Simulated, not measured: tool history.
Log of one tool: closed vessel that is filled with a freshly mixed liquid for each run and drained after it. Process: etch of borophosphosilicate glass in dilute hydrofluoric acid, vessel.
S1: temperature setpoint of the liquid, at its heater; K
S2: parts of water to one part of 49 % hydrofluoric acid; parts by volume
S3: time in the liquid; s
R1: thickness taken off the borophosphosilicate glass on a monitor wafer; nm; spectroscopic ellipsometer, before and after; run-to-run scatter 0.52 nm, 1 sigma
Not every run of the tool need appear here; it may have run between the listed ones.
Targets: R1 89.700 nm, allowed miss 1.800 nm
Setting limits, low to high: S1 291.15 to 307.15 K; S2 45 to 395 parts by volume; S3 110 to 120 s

run  hour      S1   S2   S3      R1
  1   0.0  299.15  220  110  22.664
  2   7.5  301.15  175  110  31.997
  3  16.8  301.15  235  110  22.009
  4  25.1  302.65  185  110  31.555
  5  32.7  302.65  130  110  48.566
  6  37.2  303.65  115  110  57.748
     39.3  -- hydrofluoric acid flow meter replaced
  7  39.3  304.65  105  110  74.280
  8  46.3  305.15  105  110  75.962
  9  53.0  305.65  105  110  77.904
 10  57.4  306.15  105  110  79.616
 11  63.9  306.65  105  110  80.225
 12  72.2  306.65  100  110  85.214
 13  76.9  307.15  100  110  86.684
 14  80.9  307.15   95  110  92.798

Of the 5 settings listed for the next run, only one would bring every result within its allowed miss of target. Which one?
  A  84.9  306.15  105  120   ?
  B  84.9  307.15  105  120   ?
  C  84.9  306.15   90  115   ?
  D  84.9  305.15   90  115   ?
  E  84.9  305.65  100  115   ?

move      R1
   A  85.079
   B  88.207
   C  97.317
   D  93.785
   E  84.696
A: carries the result that was furthest off beyond its target, to the other side
B: every result lands within tolerance
C: further off than the last run
D: further off than the last run
E: carries the result that was furthest off beyond its target, to the other side
The move that meets every target is B.
